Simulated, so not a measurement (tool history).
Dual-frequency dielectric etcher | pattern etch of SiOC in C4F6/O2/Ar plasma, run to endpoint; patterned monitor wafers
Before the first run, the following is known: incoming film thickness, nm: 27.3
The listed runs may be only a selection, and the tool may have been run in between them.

| run | day | bias power (W) | source power (W) | endpoint time (s) |
|---|---|---|---|---|
| 1 | 0 | 525 | 470 | 8.2379 |
| 2 | 0.092 | 525 | 400 | 8.7687 |
| 3 | 0.442 | 583 | 430 | 8.0665 |
| 4 | 0.696 | 583 | 380 | 8.4931 |
| 5 | 0.721 | 583 | 310 | 9.1357 |
| 6 | 0.942 | 627 | 350 | 8.4367 |
| 7 | 1.117 | 658 | 380 | 7.9533 |

Expected results for the next run?
| 8 | 1.383 | 680 | 400 | ? |

{"run 8": {"endpoint time (s)": 7.7101}}
